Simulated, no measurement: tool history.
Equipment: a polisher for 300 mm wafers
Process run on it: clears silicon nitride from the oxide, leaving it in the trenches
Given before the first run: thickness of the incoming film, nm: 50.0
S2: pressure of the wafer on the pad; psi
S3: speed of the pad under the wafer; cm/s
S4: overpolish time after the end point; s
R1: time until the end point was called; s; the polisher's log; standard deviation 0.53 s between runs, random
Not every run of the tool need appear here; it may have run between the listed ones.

{"run": 1, "hour": 0.0, "flow of slurry (ml/min)": 135, "S2": 2, "S3": 78, "S4": 34, "R1": 119.16}
{"run": 2, "hour": 7.0, "flow of slurry (ml/min)": 165, "S2": 2, "S3": 78, "S4": 34, "R1": 116.46}
{"run": 3, "hour": 12.1, "flow of slurry (ml/min)": 165, "S2": 1.7, "S3": 78, "S4": 34, "R1": 134.38}
{"run": 4, "hour": 18.6, "flow of slurry (ml/min)": 165, "S2": 2.1, "S3": 78, "S4": 34, "R1": 110.6}
{"run": 5, "hour": 21.3, "flow of slurry (ml/min)": 165, "S2": 2.4, "S3": 78, "S4": 34, "R1": 97.72}
{"run": 6, "hour": 22.2, "flow of slurry (ml/min)": 165, "S2": 2.6, "S3": 80, "S4": 34, "R1": 87.826}
{"run": 7, "hour": 30.1, "flow of slurry (ml/min)": 165, "S2": 2.7, "S3": 82, "S4": 34, "R1": 82.91}

Run 8 has not been measured yet. What should we expect?
{"run": 8, "hour": 38.6, "flow of slurry (ml/min)": 165, "S2": 2.8, "S3": 84, "S4": 34, "R1": "?"}

{"run 8": {"R1": 76.606}}
